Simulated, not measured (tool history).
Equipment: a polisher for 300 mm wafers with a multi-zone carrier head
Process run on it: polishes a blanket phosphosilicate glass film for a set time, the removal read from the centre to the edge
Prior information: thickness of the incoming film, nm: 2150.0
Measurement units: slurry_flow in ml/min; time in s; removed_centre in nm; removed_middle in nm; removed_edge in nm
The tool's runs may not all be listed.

run	hour	slurry_flow	centre_zone	middle_zone	edge_zone	slurry_solids	time	removed_centre	removed_middle	removed_edge
1	0.0	315	1.00	1.00	1.00	1.00	39	268.20	273.81	261.29
2	6.6	315	1.00	1.00	1.06	1.00	39	268.03	280.13	269.23
3	7.3	315	1.00	1.00	1.11	1.00	39	264.22	282.57	273.19
4	8.0	315	1.00	1.04	1.11	1.00	39	261.34	277.95	273.09
5	15.6	315	1.00	1.04	1.11	0.90	39	249.48	277.41	259.15
6	19.7	265	1.00	1.04	1.11	0.90	39	245.49	262.94	253.62
7	24.6	315	0.99	1.07	1.08	1.00	40	270.85	303.37	276.73
8	26.8	340	0.99	1.09	1.10	1.05	40	276.48	308.68	288.47
9	32.5	365	0.97	1.11	1.07	1.10	40	280.40	334.69	291.69
10	37.6	380	0.97	1.13	1.08	1.15	40	285.62	332.61	302.63
11	46.5	385	0.96	1.14	1.05	1.20	40	291.80	350.92	301.78
12	49.5	385	0.96	1.14	1.05	1.20	40	289.60	347.18	303.67
13	54.0	395	0.95	1.15	1.04	1.25	40	295.82	364.50	309.15
14	56.8	395	0.95	1.16	1.04	1.30	40	300.82	361.24	312.43
15	64.9	410	0.94	1.17	1.04	1.35	40	303.56	383.19	318.41

Estimate the outcome of run 16 from the log above:
16	69.7	415	0.94	1.17	1.05	1.40	40	?	?	?

Run 16 came out at removed_centre 310.04 nm, removed_middle 386.90 nm, removed_edge 323.48 nm.

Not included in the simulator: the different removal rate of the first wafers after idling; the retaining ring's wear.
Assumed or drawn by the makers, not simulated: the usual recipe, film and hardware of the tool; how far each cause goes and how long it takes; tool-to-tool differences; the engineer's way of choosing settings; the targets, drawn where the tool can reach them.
